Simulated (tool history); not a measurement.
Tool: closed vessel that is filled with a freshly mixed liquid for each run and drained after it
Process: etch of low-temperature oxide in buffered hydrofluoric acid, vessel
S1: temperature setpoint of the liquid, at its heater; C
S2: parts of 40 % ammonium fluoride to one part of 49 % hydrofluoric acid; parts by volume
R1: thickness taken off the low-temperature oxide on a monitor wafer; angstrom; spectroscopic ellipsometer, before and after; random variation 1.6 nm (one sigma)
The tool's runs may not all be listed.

run 1 hour=0.0 | S1=21.0 S2=14.5 time_in_the_liquid_(s)=105 | R1=1916.7
run 2 hour=1.1 | S1=21.0 S2=18.5 time_in_the_liquid_(s)=105 | R1=1506.5
run 3 hour=8.7 | S1=21.0 S2=18.5 time_in_the_liquid_(s)=110 | R1=1560.9
run 4 hour=11.9 | S1=21.0 S2=18.5 time_in_the_liquid_(s)=110 | R1=1572.2
run 5 hour=17.4 | S1=23.0 S2=18.5 time_in_the_liquid_(s)=110 | R1=1769.9
run 6 hour=23.2 | S1=24.5 S2=18.5 time_in_the_liquid_(s)=110 | R1=1898.8

Run 7 comes next. What will it give?
run 7 hour=25.1 | S1=25.5 S2=18.5 time_in_the_liquid_(s)=110 | R1=?

{"run 7": {"R1": 2033.0}}
